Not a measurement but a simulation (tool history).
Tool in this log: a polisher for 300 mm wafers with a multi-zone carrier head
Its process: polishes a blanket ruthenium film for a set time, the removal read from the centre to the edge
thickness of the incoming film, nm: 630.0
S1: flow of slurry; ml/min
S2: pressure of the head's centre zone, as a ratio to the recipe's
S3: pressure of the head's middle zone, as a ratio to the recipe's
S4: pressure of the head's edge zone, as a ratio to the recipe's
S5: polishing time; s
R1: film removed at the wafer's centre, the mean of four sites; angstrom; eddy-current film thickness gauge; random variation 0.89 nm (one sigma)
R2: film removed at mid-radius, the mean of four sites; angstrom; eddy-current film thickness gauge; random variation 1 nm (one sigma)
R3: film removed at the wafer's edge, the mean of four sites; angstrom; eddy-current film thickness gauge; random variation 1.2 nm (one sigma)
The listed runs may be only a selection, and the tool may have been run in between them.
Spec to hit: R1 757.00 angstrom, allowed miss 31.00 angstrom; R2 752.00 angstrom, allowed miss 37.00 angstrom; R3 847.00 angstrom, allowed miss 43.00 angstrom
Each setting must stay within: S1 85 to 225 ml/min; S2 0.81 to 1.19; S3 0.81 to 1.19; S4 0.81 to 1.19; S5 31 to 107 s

{"run": 1, "hour": 0.0, "S1": 145, "S2": 1.0, "S3": 1.0, "S4": 1.0, "S5": 69, "R1": 610.24, "R2": 612.85, "R3": 600.05}
{"run": 2, "hour": 7.6, "S1": 145, "S2": 1.07, "S3": 1.0, "S4": 1.0, "S5": 69, "R1": 670.59, "R2": 610.9, "R3": 606.66}
{"run": 3, "hour": 8.6, "S1": 145, "S2": 1.06, "S3": 0.99, "S4": 1.02, "S5": 71, "R1": 677.65, "R2": 622.71, "R3": 636.84}
{"run": 4, "hour": 17.2, "S1": 145, "S2": 1.06, "S3": 0.99, "S4": 1.07, "S5": 71, "R1": 654.77, "R2": 625.09, "R3": 637.04}
{"run": 5, "hour": 18.2, "S1": 145, "S2": 1.06, "S3": 0.98, "S4": 1.08, "S5": 73, "R1": 671.78, "R2": 627.71, "R3": 658.95}
{"run": 6, "hour": 25.3, "S1": 145, "S2": 1.05, "S3": 0.98, "S4": 1.09, "S5": 75, "R1": 685.43, "R2": 659.52, "R3": 688.79}
{"run": 7, "hour": 32.7, "S1": 175, "S2": 1.0, "S3": 0.92, "S4": 1.19, "S5": 84, "R1": 769.61, "R2": 705.74, "R3": 820.34}
{"run": 8, "hour": 38.0, "S1": 175, "S2": 0.99, "S3": 0.92, "S4": 1.19, "S5": 84, "R1": 753.48, "R2": 709.16, "R3": 822.28}

Which single option among these 4 for the next run brings every result within its allowed miss of target? Just one does.
{"run": "A", "hour": 43.3, "S1": 150, "S2": 0.97, "S3": 0.94, "S4": 1.18, "S5": 88, "R1": "?", "R2": "?", "R3": "?"}
{"run": "B", "hour": 43.3, "S1": 130, "S2": 1.0, "S3": 0.89, "S4": 1.19, "S5": 89, "R1": "?", "R2": "?", "R3": "?"}
{"run": "C", "hour": 43.3, "S1": 170, "S2": 0.94, "S3": 0.88, "S4": 1.19, "S5": 84, "R1": "?", "R2": "?", "R3": "?"}
{"run": "D", "hour": 43.3, "S1": 200, "S2": 0.96, "S3": 0.84, "S4": 1.19, "S5": 85, "R1": "?", "R2": "?", "R3": "?"}

move=A R1=753.03 R2=749.97 R3=817.83
move=B R1=758.26 R2=702.70 R3=813.01
move=C R1=714.62 R2=693.82 R3=797.88
move=D R1=760.32 R2=693.55 R3=823.53
A: all results land within tolerance of their targets
B: its largest miss is bigger than the last run's
C: its largest miss is bigger than the last run's
D: its largest miss is bigger than the last run's
Answer: A
